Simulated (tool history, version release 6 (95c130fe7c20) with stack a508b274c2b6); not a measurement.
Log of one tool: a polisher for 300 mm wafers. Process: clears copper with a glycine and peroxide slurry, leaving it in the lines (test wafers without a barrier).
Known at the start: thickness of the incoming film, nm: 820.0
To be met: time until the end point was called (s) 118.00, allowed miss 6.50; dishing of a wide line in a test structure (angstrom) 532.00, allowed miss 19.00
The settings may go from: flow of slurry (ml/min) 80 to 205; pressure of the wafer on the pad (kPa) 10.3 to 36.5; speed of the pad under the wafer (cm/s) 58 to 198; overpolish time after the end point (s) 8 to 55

run,hour,flow of slurry (ml/min),pressure of the wafer on the pad (kPa),speed of the pad under the wafer (cm/s),overpolish time after the end point (s),time until the end point was called (s),dishing of a wide line in a test structure (angstrom)
1,0.0,135,23.4,128,28,101.64,1184.70
2,6.4,120,19.3,140,22,108.40,939.69
3,9.9,120,19.3,140,31,107.75,1141.90
4,15.6,110,16.5,148,24,114.38,936.60
5,18.2,100,14.5,154,19,121.28,769.32
6,23.9,95,13.1,162,16,125.57,668.38
7,30.0,95,12.4,170,14,125.00,597.68
8,38.3,95,11.7,176,13,119.61,561.21
9,42.5,95,11.0,182,11,122.52,495.06
10,47.7,95,11.7,182,11,122.75,500.00
11,48.5,95,11.7,182,11,120.35,495.98
12,51.8,95,12.4,180,11,120.81,507.13

5 next moves are on the table. One of them brings every result within its allowed miss. Which?
A,55.1,100,14.5,158,13,?,?
B,55.1,115,10.3,188,11,?,?
C,55.1,85,13.1,188,10,?,?
D,55.1,100,11.7,168,11,?,?
E,55.1,85,11.7,188,12,?,?

move,time until the end point was called (s),dishing of a wide line in a test structure (angstrom)
A,121.10,589.12
B,121.96,503.88
C,115.10,492.90
D,128.63,485.56
E,121.74,543.78
A: takes the result that was furthest off past its target
B: further off than the last run
C: further off than the last run
D: further off than the last run
E: meets every target
Answer: E
